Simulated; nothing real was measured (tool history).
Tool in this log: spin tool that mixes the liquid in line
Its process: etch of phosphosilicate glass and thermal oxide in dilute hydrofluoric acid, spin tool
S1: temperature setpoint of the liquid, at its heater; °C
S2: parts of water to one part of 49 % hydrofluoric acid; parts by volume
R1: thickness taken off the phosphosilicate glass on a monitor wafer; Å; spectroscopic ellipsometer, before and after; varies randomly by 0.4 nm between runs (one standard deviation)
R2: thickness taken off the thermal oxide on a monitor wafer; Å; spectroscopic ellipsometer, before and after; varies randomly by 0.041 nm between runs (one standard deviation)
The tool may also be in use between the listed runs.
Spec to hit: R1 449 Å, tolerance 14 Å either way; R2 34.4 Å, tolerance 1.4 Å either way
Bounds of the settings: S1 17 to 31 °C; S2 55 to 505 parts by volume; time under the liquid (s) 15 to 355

{"run": 1, "hour": 0.0, "S1": 23, "S2": 280, "time under the liquid (s)": 180, "R1": 275.95, "R2": 20.586}
{"run": 2, "hour": 5.4, "S1": 24, "S2": 275, "time under the liquid (s)": 180, "R1": 285.57, "R2": 21.941}
{"run": 3, "hour": 7.9, "S1": 24, "S2": 275, "time under the liquid (s)": 140, "R1": 221.54, "R2": 17.279}
{"run": 4, "hour": 16.9, "S1": 24, "S2": 345, "time under the liquid (s)": 140, "R1": 163.66, "R2": 12.768}
{"run": 5, "hour": 23.5, "S1": 24, "S2": 400, "time under the liquid (s)": 140, "R1": 135.44, "R2": 10.365}
{"run": 6, "hour": 30.0, "S1": 24, "S2": 400, "time under the liquid (s)": 70, "R1": 68.207, "R2": 5.1597}
{"run": 7, "hour": 35.4, "S1": 25, "S2": 350, "time under the liquid (s)": 75, "R1": 88.941, "R2": 6.8488}
{"run": 8, "hour": 41.6, "S1": 29, "S2": 240, "time under the liquid (s)": 125, "R1": 283.36, "R2": 21.346}
{"run": 9, "hour": 46.5, "S1": 31, "S2": 160, "time under the liquid (s)": 125, "R1": 499.8, "R2": 38.367}
{"run": 10, "hour": 52.7, "S1": 31, "S2": 160, "time under the liquid (s)": 125, "R1": 502.35, "R2": 38.359}
{"run": 11, "hour": 59.6, "S1": 27.5, "S2": 165, "time under the liquid (s)": 125, "R1": 426.95, "R2": 32.049}

Exercise: of the 4 proposed moves below, exactly one satisfies all targets within the stated allowed misses. Which move is it?
{"run": "A", "hour": 66.5, "S1": 28.5, "S2": 245, "time under the liquid (s)": 195, "R1": "?", "R2": "?"}
{"run": "B", "hour": 66.5, "S1": 28, "S2": 160, "time under the liquid (s)": 125, "R1": "?", "R2": "?"}
{"run": "C", "hour": 66.5, "S1": 23.5, "S2": 110, "time under the liquid (s)": 90, "R1": "?", "R2": "?"}
{"run": "D", "hour": 66.5, "S1": 27.5, "S2": 190, "time under the liquid (s)": 145, "R1": "?", "R2": "?"}

move=A R1=417.97 R2=31.563
move=B R1=450.09 R2=33.989
move=C R1=425.79 R2=32.154
move=D R1=415.09 R2=31.346
A: lands further from the targets than the last run did
B: meets every target
C: no better and no worse than the last run
D: lands further from the targets than the last run did
Move B is the one to make.
